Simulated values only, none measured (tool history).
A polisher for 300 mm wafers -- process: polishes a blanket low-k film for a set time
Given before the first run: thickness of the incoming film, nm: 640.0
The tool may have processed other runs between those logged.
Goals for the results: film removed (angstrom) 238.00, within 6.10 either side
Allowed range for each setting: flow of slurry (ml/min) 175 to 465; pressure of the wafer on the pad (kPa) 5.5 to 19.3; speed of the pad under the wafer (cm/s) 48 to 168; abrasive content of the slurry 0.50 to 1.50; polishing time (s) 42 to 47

run	hour	flow of slurry (ml/min)	pressure of the wafer on the pad (kPa)	speed of the pad under the wafer (cm/s)	abrasive content of the slurry	polishing time (s)	film removed (angstrom)
1	0.0	295	12.4	108	1.00	47	173.69
2	8.0	300	13.8	108	1.00	47	193.84
3	14.4	300	13.8	108	0.85	47	181.74
4	15.8	300	13.8	108	0.70	47	170.20
5	23.6	375	13.8	108	0.70	47	174.20
6	31.9	375	13.8	82	0.70	47	148.29
7	38.8	380	15.2	84	0.70	47	165.79
8	46.7	385	16.5	86	0.70	47	180.74
9	54.5	385	17.2	90	0.70	47	194.73
10	57.1	385	17.9	94	0.70	47	208.34

Below are 5 possible settings for the next run. Only one of them brings all results inside the allowed miss of their targets. Which is it?
A	59.7	380	18.6	98	0.75	46	?
B	59.7	445	17.9	66	0.80	46	?
C	59.7	355	19.3	102	0.65	47	?
D	59.7	445	19.3	104	0.70	47	?
E	59.7	435	19.3	94	0.85	44	?

move	film removed (angstrom)
A	217.98
B	175.53
C	223.43
D	235.62
E	222.49
A: nearer the targets than the last run, but a result is still out of spec
B: further off than the last run
C: nearer the targets than the last run, but a result is still out of spec
D: hits every target within its allowed miss
E: nearer the targets than the last run, but a result is still out of spec
Go with D: it meets all targets.

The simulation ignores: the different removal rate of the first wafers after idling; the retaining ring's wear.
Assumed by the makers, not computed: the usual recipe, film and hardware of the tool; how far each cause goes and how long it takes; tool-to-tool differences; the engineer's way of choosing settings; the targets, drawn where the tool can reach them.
